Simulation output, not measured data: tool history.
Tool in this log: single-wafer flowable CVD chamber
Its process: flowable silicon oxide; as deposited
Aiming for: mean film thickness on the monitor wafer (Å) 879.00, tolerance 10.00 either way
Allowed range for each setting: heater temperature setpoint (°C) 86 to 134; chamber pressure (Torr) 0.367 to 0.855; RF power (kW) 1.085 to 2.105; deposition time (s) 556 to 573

run    day  heater temperature setpoint (°C)  chamber pressure (Torr)  RF power (kW)  deposition time (s)  mean film thickness on the monitor wafer (Å)
  1  0.000                               110                    0.611          1.595                  556                                       1585.40
  2  0.229                               110                    0.611          1.415                  556                                       1517.60
  3  0.608                               110                    0.721          1.415                  556                                       1780.60
  4  0.704                               110                    0.721          1.415                  573                                       1828.10
  5  0.942                               114                    0.721          1.415                  573                                       1586.00
  6  1.000                               117                    0.721          1.415                  573                                       1432.30
  7  1.271                               119                    0.721          1.415                  573                                       1333.60
  8  1.575                               121                    0.721          1.415                  573                                       1251.60
  9  1.875                               123                    0.721          1.415                  573                                       1179.00
 10  2.133                               124                    0.721          1.415                  573                                       1146.60

Consider the 4 candidate settings below. Which is the only one whose results all fall within their allowed miss of target?
  A  2.392                               128                    0.611          1.430                  558                                             ?
  B  2.392                               130                    0.625          1.585                  559                                             ?
  C  2.392                               126                    0.614          1.345                  556                                             ?
  D  2.392                               116                    0.599          1.105                  558                                             ?

move  mean film thickness on the monitor wafer (Å)
   A                                        850.68
   B                                        865.18
   C                                        877.32
   D                                       1049.00
A: carries the result that was furthest off beyond its target, to the other side
B: carries the result that was furthest off beyond its target, to the other side
C: all results land within tolerance of their targets
D: closes in on the targets versus the last run, not all within tolerance yet
Correct choice: C, which meets every target
